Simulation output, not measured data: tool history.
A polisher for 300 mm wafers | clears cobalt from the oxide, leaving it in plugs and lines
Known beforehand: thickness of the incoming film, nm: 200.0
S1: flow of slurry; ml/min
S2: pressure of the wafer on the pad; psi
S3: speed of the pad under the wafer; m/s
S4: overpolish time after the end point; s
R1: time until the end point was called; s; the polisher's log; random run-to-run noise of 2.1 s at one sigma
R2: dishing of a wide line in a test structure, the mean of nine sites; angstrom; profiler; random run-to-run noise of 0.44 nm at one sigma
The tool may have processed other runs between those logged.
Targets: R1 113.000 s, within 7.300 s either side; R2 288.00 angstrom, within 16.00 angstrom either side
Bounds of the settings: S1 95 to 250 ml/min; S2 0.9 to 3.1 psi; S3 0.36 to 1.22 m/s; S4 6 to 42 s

Run 1, hour 0.0: S1 160 ml/min, S2 2.0 psi, S3 0.78 m/s, S4 21 s. Result: R1 58.228 s, R2 514.71 angstrom.
Run 2, hour 8.2: S1 160 ml/min, S2 2.0 psi, S3 0.70 m/s, S4 21 s. Result: R1 63.400 s, R2 501.58 angstrom.
Run 3, hour 14.8: S1 160 ml/min, S2 2.0 psi, S3 0.70 m/s, S4 28 s. Result: R1 63.819 s, R2 600.58 angstrom.
Run 4, hour 22.9: S1 160 ml/min, S2 2.0 psi, S3 0.70 m/s, S4 23 s. Result: R1 62.920 s, R2 519.07 angstrom.
Run 5, hour 30.9: S1 160 ml/min, S2 1.7 psi, S3 0.66 m/s, S4 21 s. Result: R1 78.535 s, R2 432.38 angstrom.
Run 6, hour 38.3: S1 160 ml/min, S2 1.7 psi, S3 0.66 m/s, S4 15 s. Result: R1 77.307 s, R2 335.16 angstrom.
Run 7, hour 46.2: S1 160 ml/min, S2 1.5 psi, S3 0.66 m/s, S4 16 s. Result: R1 88.714 s, R2 314.30 angstrom.
Run 8, hour 51.5: S1 160 ml/min, S2 1.4 psi, S3 0.66 m/s, S4 17 s. Result: R1 93.450 s, R2 315.72 angstrom.
Run 9, hour 58.9: S1 160 ml/min, S2 1.3 psi, S3 0.66 m/s, S4 17 s. Result: R1 102.920 s, R2 297.01 angstrom.

Which single option among these 5 for the next run brings every result within its allowed miss of target? Just one does.
Run A, hour 66.3: S1 160 ml/min, S2 1.0 psi, S3 0.64 m/s, S4 23 s. Result: R1 ?, R2 ?.
Run B, hour 66.3: S1 175 ml/min, S2 1.3 psi, S3 0.68 m/s, S4 16 s. Result: R1 ?, R2 ?.
Run C, hour 66.3: S1 120 ml/min, S2 1.1 psi, S3 0.72 m/s, S4 18 s. Result: R1 ?, R2 ?.
Run D, hour 66.3: S1 160 ml/min, S2 1.3 psi, S3 0.78 m/s, S4 14 s. Result: R1 ?, R2 ?.
Run E, hour 66.3: S1 165 ml/min, S2 1.4 psi, S3 0.56 m/s, S4 21 s. Result: R1 ?, R2 ?.

move       R1      R2
   A  128.920  300.93
   B   93.784  289.44
   C  109.240  281.43
   D   83.021  286.47
   E  106.070  326.82
A: pushes the last run's worst result past its target
B: its largest miss is bigger than the last run's
C: each result inside its tolerance
D: its largest miss is bigger than the last run's
E: brings the result that was furthest off to its target, and leaves another outside
C is the move that brings every result within its allowed miss.
